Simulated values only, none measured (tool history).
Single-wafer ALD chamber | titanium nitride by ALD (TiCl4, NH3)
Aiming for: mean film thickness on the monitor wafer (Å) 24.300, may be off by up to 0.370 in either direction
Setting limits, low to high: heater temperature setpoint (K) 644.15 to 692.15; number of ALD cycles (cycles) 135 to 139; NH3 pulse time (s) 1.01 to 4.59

run	hour	heater temperature setpoint (K)	number of ALD cycles (cycles)	NH3 pulse time (s)	mean film thickness on the monitor wafer (Å)
1	0.0	668.15	135	2.80	27.295
2	1.2	668.15	139	2.80	28.119
3	9.8	662.15	138	2.39	27.521
4	11.7	662.15	138	3.01	27.930
5	20.5	667.15	138	3.01	28.049
6	26.4	667.15	138	3.74	28.353
7	31.8	662.15	137	3.11	27.787
8	39.0	658.15	137	2.63	27.351
9	48.1	646.15	135	1.73	24.940

Which of these 4 next moves meets every target?
A	57.2	670.15	137	1.20	?
B	57.2	648.15	135	1.34	?
C	57.2	647.15	137	1.65	?
D	57.2	646.15	135	1.74	?

move	mean film thickness on the monitor wafer (Å)
A	24.400
B	23.376
C	25.242
D	25.085
A: every result lands within tolerance
B: carries the result that was furthest off beyond its target, to the other side
C: lands further from the targets than the last run did
D: lands further from the targets than the last run did
Go with A: it meets all targets.
